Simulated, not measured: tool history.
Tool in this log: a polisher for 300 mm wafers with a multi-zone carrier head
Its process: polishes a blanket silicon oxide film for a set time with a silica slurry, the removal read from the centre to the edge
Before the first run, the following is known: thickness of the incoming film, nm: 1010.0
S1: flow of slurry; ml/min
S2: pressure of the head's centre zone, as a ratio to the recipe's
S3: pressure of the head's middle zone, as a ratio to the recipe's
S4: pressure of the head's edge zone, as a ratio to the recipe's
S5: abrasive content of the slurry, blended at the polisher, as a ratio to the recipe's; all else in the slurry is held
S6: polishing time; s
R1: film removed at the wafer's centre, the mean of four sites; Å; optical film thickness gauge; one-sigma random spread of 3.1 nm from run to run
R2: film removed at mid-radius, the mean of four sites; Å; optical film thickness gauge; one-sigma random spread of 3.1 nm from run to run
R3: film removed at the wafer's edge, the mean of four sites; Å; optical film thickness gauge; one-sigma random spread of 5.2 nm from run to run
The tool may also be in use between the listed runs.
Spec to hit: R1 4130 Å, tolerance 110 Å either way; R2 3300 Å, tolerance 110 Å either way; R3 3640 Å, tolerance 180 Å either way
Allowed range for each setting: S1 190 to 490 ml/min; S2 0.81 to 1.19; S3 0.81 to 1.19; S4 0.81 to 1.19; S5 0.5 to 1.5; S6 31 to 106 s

| run | hour | S1 | S2 | S3 | S4 | S5 | S6 | R1 | R2 | R3 |
|---|---|---|---|---|---|---|---|---|---|---|
| 1 | 0 | 315 | 1 | 1 | 1 | 1 | 68 | 2232.3 | 2389 | 2373.5 |
| 2 | 2.8 | 315 | 1 | 1 | 1 | 0.85 | 68 | 2068.3 | 2165.5 | 2177.7 |
| 3 | 3.7 | 315 | 1 | 1 | 1 | 0.85 | 62 | 1923.1 | 1988.6 | 2077.2 |
| 4 | 9.3 | 315 | 0.94 | 1 | 1 | 0.85 | 62 | 1816.7 | 1974.1 | 2046.7 |
| 5 | 14.3 | 315 | 0.94 | 1 | 1.07 | 0.85 | 62 | 1818.3 | 1947.7 | 2037.9 |
| 6 | 16.6 | 330 | 0.98 | 0.97 | 1.08 | 0.95 | 65 | 2125 | 2126.7 | 2348.8 |
| 7 | 18.8 | 350 | 1.02 | 0.95 | 1.05 | 1.05 | 67 | 2364.3 | 2268.8 | 2562.3 |
| 8 | 26.6 | 335 | 1.05 | 0.93 | 1.03 | 1.15 | 70 | 2593.2 | 2420.5 | 2689.8 |
| 9 | 34.7 | 335 | 1.05 | 0.93 | 1.03 | 1.15 | 70 | 2604.6 | 2459.3 | 2723 |
| 10 | 40.7 | 350 | 1.07 | 0.91 | 1.01 | 1.2 | 72 | 2775.7 | 2536.9 | 2771.3 |
| 11 | 42 | 365 | 1.09 | 0.9 | 1.01 | 1.25 | 73 | 2900.7 | 2627.7 | 2789.4 |
| 12 | 47.5 | 310 | 1.19 | 0.81 | 1.06 | 1.5 | 90 | 4111 | 3079.7 | 3920.7 |

4 candidate next runs follow, results not yet known. Just one meets every target within its allowed miss. Identify it.
| A | 53 | 300 | 1.17 | 0.85 | 1 | 1.5 | 88 | ? | ? | ? |
| B | 53 | 365 | 1.19 | 0.89 | 0.97 | 1.35 | 93 | ? | ? | ? |
| C | 53 | 290 | 1.14 | 0.84 | 1.1 | 1.5 | 94 | ? | ? | ? |
| D | 53 | 320 | 1.16 | 0.88 | 1.03 | 1.5 | 97 | ? | ? | ? |

| move | R1 | R2 | R3 |
|---|---|---|---|
| A | 3958.5 | 3106.5 | 3669.6 |
| B | 4170.8 | 3336.1 | 3727.1 |
| C | 4116.1 | 3275.4 | 4097.8 |
| D | 4363.7 | 3542.6 | 4122.8 |
A: moves toward the targets from the last run without getting all of them in spec
B: hits every target within its allowed miss
C: the worst result of the last run now meets its target, but another is out of spec
D: takes the result that was furthest off past its target
Answer: B
